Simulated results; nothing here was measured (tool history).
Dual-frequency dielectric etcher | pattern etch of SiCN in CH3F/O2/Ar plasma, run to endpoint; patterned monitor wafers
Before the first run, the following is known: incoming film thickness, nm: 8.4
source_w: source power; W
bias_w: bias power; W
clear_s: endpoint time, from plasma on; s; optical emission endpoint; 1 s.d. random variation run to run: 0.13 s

{"run": 1, "day": 0.0, "source_w": 490, "bias_w": 97, "clear_s": 20.524}
{"run": 2, "day": 0.117, "source_w": 510, "bias_w": 98, "clear_s": 20.259}
{"run": 3, "day": 0.2, "source_w": 590, "bias_w": 98, "clear_s": 19.182}
{"run": 4, "day": 0.5, "source_w": 590, "bias_w": 90, "clear_s": 19.396}
{"run": 5, "day": 0.629, "source_w": 590, "bias_w": 78, "clear_s": 20.092}
{"run": 6, "day": 0.817, "source_w": 510, "bias_w": 78, "clear_s": 20.93}
{"run": 7, "day": 1.104, "source_w": 540, "bias_w": 81, "clear_s": 20.429}
{"run": 8, "day": 1.2, "source_w": 560, "bias_w": 84, "clear_s": 20.226}

Predict the results of run 9:
{"run": 9, "day": 1.325, "source_w": 580, "bias_w": 87, "clear_s": "?"}

For run 9 the tool returned clear_s 19.552 s.
